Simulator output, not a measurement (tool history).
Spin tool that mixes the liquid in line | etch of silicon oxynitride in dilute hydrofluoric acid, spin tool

run,hour,temperature setpoint of the liquid (C),parts of water to one part of 49 % hydrofluoric acid (parts by volume),time under the liquid (s),thickness taken off the silicon oxynitride on a monitor wafer (Å)
1,0,20,95,300,56.364
2,3.9,20,75,300,73.813
3,5.5,19,90,300,57.359
4,13.9,19,90,300,57.278
5,15.2,18.5,100,300,51.274
6,24.1,18,110,300,44.167
7,26.2,17.5,115,300,40.978
8,29.2,17.5,120,300,39.052

Run 9 comes next. What will it give?
9,31.5,17.5,125,300,?

Run 9 gave thickness taken off the silicon oxynitride on a monitor wafer (Å) 37.766.

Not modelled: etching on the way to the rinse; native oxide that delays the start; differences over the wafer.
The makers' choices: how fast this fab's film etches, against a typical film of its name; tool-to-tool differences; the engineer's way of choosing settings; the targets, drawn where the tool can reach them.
